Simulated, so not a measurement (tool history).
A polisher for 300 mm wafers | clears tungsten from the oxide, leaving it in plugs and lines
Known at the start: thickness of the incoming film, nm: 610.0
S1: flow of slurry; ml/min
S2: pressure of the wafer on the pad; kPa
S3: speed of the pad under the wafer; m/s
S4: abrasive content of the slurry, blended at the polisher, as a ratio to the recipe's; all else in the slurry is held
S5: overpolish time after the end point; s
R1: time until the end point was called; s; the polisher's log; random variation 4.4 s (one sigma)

run 1 day=0 | S1=270 S2=29.6 S3=0.94 S4=1 S5=6 | R1=134.85
run 2 day=0.246 | S1=235 S2=29.6 S3=0.94 S4=1 S5=6 | R1=139.78
run 3 day=0.483 | S1=235 S2=23.4 S3=0.94 S4=1 S5=6 | R1=176.58
run 4 day=0.567 | S1=235 S2=22.1 S3=0.94 S4=1 S5=6 | R1=182.99
run 5 day=0.708 | S1=265 S2=22.1 S3=0.94 S4=1 S5=6 | R1=182.02
run 6 day=1.046 | S1=300 S2=22.1 S3=0.94 S4=1 S5=6 | R1=178.65
run 7 day=1.304 | S1=300 S2=20.7 S3=0.94 S4=1 S5=6 | R1=195.21

Forecast run 8:
run 8 day=1.475 | S1=300 S2=20 S3=0.94 S4=1 S5=6 | R1=?

{"run 8": {"R1": 196.81}}
